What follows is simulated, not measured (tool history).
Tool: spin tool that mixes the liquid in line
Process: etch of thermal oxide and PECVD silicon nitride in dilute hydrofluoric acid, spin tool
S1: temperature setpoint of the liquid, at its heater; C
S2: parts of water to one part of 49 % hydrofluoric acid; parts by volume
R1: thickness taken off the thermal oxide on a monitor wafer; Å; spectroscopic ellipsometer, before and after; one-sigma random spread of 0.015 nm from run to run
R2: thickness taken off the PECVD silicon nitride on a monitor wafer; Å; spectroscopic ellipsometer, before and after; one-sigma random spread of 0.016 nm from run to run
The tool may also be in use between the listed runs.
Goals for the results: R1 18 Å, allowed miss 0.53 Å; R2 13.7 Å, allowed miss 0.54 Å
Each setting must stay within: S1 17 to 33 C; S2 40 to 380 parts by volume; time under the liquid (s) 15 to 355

Run 1, hour 0: S1 25 C, S2 210 parts by volume, time under the liquid (s) 180. Result: R1 33.26 Å, R2 21.282 Å.
Run 2, hour 6.2: S1 25 C, S2 240 parts by volume, time under the liquid (s) 185. Result: R1 29.135 Å, R2 19.11 Å.
Run 3, hour 7.7: S1 25.5 C, S2 270 parts by volume, time under the liquid (s) 190. Result: R1 26.027 Å, R2 18.225 Å.
Run 4, hour 13.2: S1 25.5 C, S2 290 parts by volume, time under the liquid (s) 195. Result: R1 24.46 Å, R2 17.376 Å.
Run 5, hour 17.9: S1 25.5 C, S2 310 parts by volume, time under the liquid (s) 200. Result: R1 22.792 Å, R2 16.441 Å.
Run 6, hour 24.5: S1 29 C, S2 310 parts by volume, time under the liquid (s) 200. Result: R1 25.751 Å, R2 20.343 Å.
Run 7, hour 28.3: S1 28 C, S2 325 parts by volume, time under the liquid (s) 205. Result: R1 24.179 Å, R2 19.049 Å.
Run 8, hour 29: S1 27 C, S2 335 parts by volume, time under the liquid (s) 205. Result: R1 22.278 Å, R2 17.026 Å.

Next run, 4 choices. One meets every target within its allowed miss, the rest don't. Which?
Run A, hour 29.7: S1 25 C, S2 375 parts by volume, time under the liquid (s) 205. Result: R1 ?, R2 ?.
Run B, hour 29.7: S1 20.5 C, S2 290 parts by volume, time under the liquid (s) 200. Result: R1 ?, R2 ?.
Run C, hour 29.7: S1 23.5 C, S2 325 parts by volume, time under the liquid (s) 180. Result: R1 ?, R2 ?.
Run D, hour 29.7: S1 26.5 C, S2 320 parts by volume, time under the liquid (s) 150. Result: R1 ?, R2 ?.

move      R1      R2
   A  17.878   13.48
   B   20.87  12.856
   C  18.047   12.47
   D  16.989  12.633
A: in spec on every target
B: better than the last run, though not everything is in spec
C: the worst result of the last run now meets its target, but another is out of spec
D: the result that was furthest off in the last run now lies on the other side of its target
So the answer is move A, the one that meets all the targets.
